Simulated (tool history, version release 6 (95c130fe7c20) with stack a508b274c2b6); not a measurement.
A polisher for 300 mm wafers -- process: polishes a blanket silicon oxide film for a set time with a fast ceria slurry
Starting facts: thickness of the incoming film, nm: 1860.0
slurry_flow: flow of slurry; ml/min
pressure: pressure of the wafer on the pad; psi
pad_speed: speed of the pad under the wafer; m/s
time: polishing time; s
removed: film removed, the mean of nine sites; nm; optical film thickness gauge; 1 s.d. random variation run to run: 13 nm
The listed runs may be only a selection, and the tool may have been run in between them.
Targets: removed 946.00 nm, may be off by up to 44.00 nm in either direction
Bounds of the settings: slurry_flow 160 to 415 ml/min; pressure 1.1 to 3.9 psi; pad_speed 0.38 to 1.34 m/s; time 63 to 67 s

run  hour  slurry_flow  pressure  pad_speed  time  removed
  1   0.0          265       2.5       0.86    63   643.82
  2   8.3          265       2.5       0.86    63   642.77
  3   9.2          265       2.0       0.86    63   536.60
  4  14.0          265       2.4       0.88    63   632.69
  5  17.8          265       2.7       0.88    63   675.74
  6  25.1          265       2.7       0.72    63   592.68
  7  26.8          265       3.0       0.74    63   649.49
  8  28.2          265       3.2       0.78    63   711.25
  9  34.8          265       3.4       0.80    63   783.10
 10  36.5          265       3.5       0.82    63   824.27
 11  37.3          265       3.5       0.82    63   811.70

Which one of the following 5 next-run settings gets every result inside its allowed miss? There is exactly one.
  A  38.1          265       3.1       0.78    67        ?
  B  38.1          245       3.7       0.76    67        ?
  C  38.1          260       3.4       0.96    65        ?
  D  38.1          260       3.3       0.64    63        ?
  E  38.1          235       3.7       0.68    63        ?

move  removed
   A   736.32
   B   831.81
   C   932.79
   D   610.68
   E   705.44
A: the biggest miss grows against the last run
B: gains on the last run, yet a result remains outside its allowed miss
C: in spec on every target
D: the biggest miss grows against the last run
E: the biggest miss grows against the last run
C is the move that brings every result within its allowed miss.

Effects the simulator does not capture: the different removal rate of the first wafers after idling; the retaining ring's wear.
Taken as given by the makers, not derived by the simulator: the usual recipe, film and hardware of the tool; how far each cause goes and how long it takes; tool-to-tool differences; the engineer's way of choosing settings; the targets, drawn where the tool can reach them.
